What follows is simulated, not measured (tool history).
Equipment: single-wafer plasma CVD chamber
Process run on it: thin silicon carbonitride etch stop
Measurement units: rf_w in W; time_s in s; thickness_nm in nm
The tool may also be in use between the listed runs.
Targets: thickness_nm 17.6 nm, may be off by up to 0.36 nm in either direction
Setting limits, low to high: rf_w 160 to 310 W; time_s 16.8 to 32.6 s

run 1 hour=0 | rf_w=235 time_s=24.7 | thickness_nm=14.521
run 2 hour=6 | rf_w=235 time_s=22.6 | thickness_nm=13.244
run 3 hour=9.8 | rf_w=235 time_s=20.8 | thickness_nm=12.175
run 4 hour=18.2 | rf_w=250 time_s=20.8 | thickness_nm=12.23
run 5 hour=26.2 | rf_w=250 time_s=19.2 | thickness_nm=11.432
run 6 hour=30.3 | rf_w=250 time_s=20.8 | thickness_nm=12.307
run 7 hour=34 | rf_w=255 time_s=21.9 | thickness_nm=13.063
run 8 hour=36.9 | rf_w=260 time_s=22.8 | thickness_nm=13.57
run 9 hour=42.6 | rf_w=300 time_s=26.8 | thickness_nm=16.469
run 10 hour=47.6 | rf_w=300 time_s=27 | thickness_nm=16.646
run 11 hour=53.8 | rf_w=300 time_s=27.2 | thickness_nm=16.792
run 12 hour=54.5 | rf_w=300 time_s=27.4 | thickness_nm=16.848

Below are 4 possible settings for the next run. Only one of them brings all results inside the allowed miss of their targets. Which is it?
run A hour=55.2 | rf_w=305 time_s=28.4 | thickness_nm=?
run B hour=55.2 | rf_w=290 time_s=27.7 | thickness_nm=?
run C hour=55.2 | rf_w=310 time_s=26.9 | thickness_nm=?
run D hour=55.2 | rf_w=310 time_s=26.4 | thickness_nm=?

move=A thickness_nm=17.475
move=B thickness_nm=16.876
move=C thickness_nm=16.605
move=D thickness_nm=16.297
A: in spec on every target
B: just as far off the targets as the last run
C: misses by more than the last run did
D: misses by more than the last run did
The right move is A.

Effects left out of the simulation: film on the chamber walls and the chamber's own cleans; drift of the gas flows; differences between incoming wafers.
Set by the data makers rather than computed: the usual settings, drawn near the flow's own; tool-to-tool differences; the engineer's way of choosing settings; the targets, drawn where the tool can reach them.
